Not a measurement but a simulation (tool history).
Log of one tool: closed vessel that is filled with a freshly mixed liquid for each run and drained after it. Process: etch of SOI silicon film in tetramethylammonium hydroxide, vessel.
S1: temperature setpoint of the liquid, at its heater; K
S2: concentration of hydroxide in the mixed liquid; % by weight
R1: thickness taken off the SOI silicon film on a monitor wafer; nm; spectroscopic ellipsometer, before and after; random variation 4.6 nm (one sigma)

run 1 hour=0.0 | S1=343.15 S2=13.5 time_in_the_liquid_(s)=90 | R1=539.14
run 2 hour=2.8 | S1=337.65 S2=13.5 time_in_the_liquid_(s)=90 | R1=386.15
run 3 hour=10.7 | S1=337.65 S2=12.0 time_in_the_liquid_(s)=90 | R1=405.48
run 4 hour=14.2 | S1=337.65 S2=9.5 time_in_the_liquid_(s)=90 | R1=446.66
run 5 hour=21.4 | S1=337.65 S2=7.0 time_in_the_liquid_(s)=90 | R1=494.14
run 6 hour=23.2 | S1=338.65 S2=7.0 time_in_the_liquid_(s)=90 | R1=518.69
run 7 hour=29.1 | S1=339.65 S2=7.0 time_in_the_liquid_(s)=90 | R1=556.97
run 8 hour=34.7 | S1=340.15 S2=7.0 time_in_the_liquid_(s)=90 | R1=569.58
run 9 hour=43.9 | S1=340.65 S2=7.0 time_in_the_liquid_(s)=90 | R1=585.03

The next listed run, before its measurement:
run 10 hour=46.7 | S1=341.15 S2=7.0 time_in_the_liquid_(s)=90 | R1=?

{"run 10": {"R1": 609.52}}

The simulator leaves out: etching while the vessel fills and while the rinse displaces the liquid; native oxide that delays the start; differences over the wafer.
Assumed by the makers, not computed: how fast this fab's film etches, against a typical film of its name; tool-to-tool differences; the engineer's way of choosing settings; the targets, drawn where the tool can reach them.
